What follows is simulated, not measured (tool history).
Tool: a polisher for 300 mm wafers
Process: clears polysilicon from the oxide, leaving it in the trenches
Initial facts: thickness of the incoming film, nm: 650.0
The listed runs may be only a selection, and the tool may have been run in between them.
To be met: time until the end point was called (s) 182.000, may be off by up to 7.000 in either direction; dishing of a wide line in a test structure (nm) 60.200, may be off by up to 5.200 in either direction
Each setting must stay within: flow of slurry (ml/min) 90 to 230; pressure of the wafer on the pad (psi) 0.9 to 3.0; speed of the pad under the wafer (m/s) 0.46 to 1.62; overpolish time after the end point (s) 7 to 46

run  hour  flow of slurry (ml/min)  pressure of the wafer on the pad (psi)  speed of the pad under the wafer (m/s)  overpolish time after the end point (s)  time until the end point was called (s)  dishing of a wide line in a test structure (nm)
  1   0.0                      150                                     1.9                                    1.04                                       24                                   68.025                                           78.805
  2   5.8                      145                                     1.7                                    0.96                                       23                                   81.933                                           74.668
  3   9.3                      145                                     1.7                                    1.10                                       23                                   71.649                                           75.430
  4  12.4                      140                                     1.5                                    1.00                                       22                                   89.458                                           72.582
  5  20.7                      140                                     1.5                                    0.90                                       22                                   99.640                                           66.973
  6  21.8                      115                                     1.5                                    0.90                                       22                                  103.880                                           64.309
  7  23.5                      115                                     1.4                                    0.86                                       24                                  115.100                                           69.024
  8  29.0                      110                                     1.3                                    0.84                                       24                                  127.940                                           62.238
  9  36.0                      110                                     1.2                                    0.82                                       25                                  139.930                                           60.844
 10  44.2                      110                                     1.1                                    0.82                                       27                                  150.580                                           61.763
 11  46.9                      110                                     1.1                                    0.82                                       28                                  151.870                                           62.350
 12  51.0                      105                                     0.9                                    0.74                                       29                                  208.390                                           56.596

Which of these 4 next moves meets every target?
  A  55.1                      110                                     1.1                                    0.74                                       29                                        ?                                                ?
  B  55.1                      120                                     1.1                                    0.68                                       32                                        ?                                                ?
  C  55.1                      145                                     1.2                                    0.66                                       45                                        ?                                                ?
  D  55.1                      160                                     1.0                                    0.70                                       44                                        ?                                                ?

move  time until the end point was called (s)  dishing of a wide line in a test structure (nm)
   A                                  168.050                                           58.530
   B                                  179.340                                           59.537
   C                                  164.560                                           71.208
   D                                  182.220                                           68.106
A: pushes the last run's worst result past its target
B: every result lands within tolerance
C: pushes the last run's worst result past its target
D: meets the target for the result that was furthest off, but another lies outside its allowed miss
The right move is B.
